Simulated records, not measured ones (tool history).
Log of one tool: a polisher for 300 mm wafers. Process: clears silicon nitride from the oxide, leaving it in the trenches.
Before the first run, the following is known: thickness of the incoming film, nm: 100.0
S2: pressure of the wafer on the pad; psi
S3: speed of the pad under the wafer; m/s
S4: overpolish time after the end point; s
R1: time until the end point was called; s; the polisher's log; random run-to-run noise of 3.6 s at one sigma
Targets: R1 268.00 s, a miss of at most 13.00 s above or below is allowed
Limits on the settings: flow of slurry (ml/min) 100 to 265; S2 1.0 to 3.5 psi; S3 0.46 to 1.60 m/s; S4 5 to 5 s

{"run": 1, "hour": 0.0, "flow of slurry (ml/min)": 170, "S2": 2.2, "S3": 1.02, "S4": 5, "R1": 147.61}
{"run": 2, "hour": 8.5, "flow of slurry (ml/min)": 170, "S2": 2.2, "S3": 0.84, "S4": 5, "R1": 177.44}
{"run": 3, "hour": 11.2, "flow of slurry (ml/min)": 170, "S2": 2.2, "S3": 0.94, "S4": 5, "R1": 155.69}
{"run": 4, "hour": 17.6, "flow of slurry (ml/min)": 170, "S2": 2.0, "S3": 0.94, "S4": 5, "R1": 172.09}
{"run": 5, "hour": 19.6, "flow of slurry (ml/min)": 170, "S2": 1.8, "S3": 0.94, "S4": 5, "R1": 192.72}
{"run": 6, "hour": 26.8, "flow of slurry (ml/min)": 170, "S2": 1.7, "S3": 0.94, "S4": 5, "R1": 203.42}
{"run": 7, "hour": 33.6, "flow of slurry (ml/min)": 170, "S2": 1.6, "S3": 0.94, "S4": 5, "R1": 219.8}
{"run": 8, "hour": 39.1, "flow of slurry (ml/min)": 170, "S2": 1.5, "S3": 0.94, "S4": 5, "R1": 225.77}
{"run": 9, "hour": 41.8, "flow of slurry (ml/min)": 170, "S2": 1.4, "S3": 0.94, "S4": 5, "R1": 245.52}

Of the 5 settings listed for the next run, only one would bring every result within its allowed miss of target. Which one?
{"run": "A", "hour": 44.5, "flow of slurry (ml/min)": 165, "S2": 1.3, "S3": 1.02, "S4": 5, "R1": "?"}
{"run": "B", "hour": 44.5, "flow of slurry (ml/min)": 170, "S2": 1.1, "S3": 0.92, "S4": 5, "R1": "?"}
{"run": "C", "hour": 44.5, "flow of slurry (ml/min)": 170, "S2": 1.3, "S3": 1.0, "S4": 5, "R1": "?"}
{"run": "D", "hour": 44.5, "flow of slurry (ml/min)": 190, "S2": 1.2, "S3": 0.96, "S4": 5, "R1": "?"}
{"run": "E", "hour": 44.5, "flow of slurry (ml/min)": 150, "S2": 1.2, "S3": 1.14, "S4": 5, "R1": "?"}

move=A R1=244.02
move=B R1=314.31
move=C R1=247.54
move=D R1=273.20
move=E R1=240.22
A: moves away from the targets compared with the last run
B: the result that was furthest off in the last run now lies on the other side of its target
C: gains on the last run, yet a result remains outside its allowed miss
D: every result lands within tolerance
E: moves away from the targets compared with the last run
Answer: D
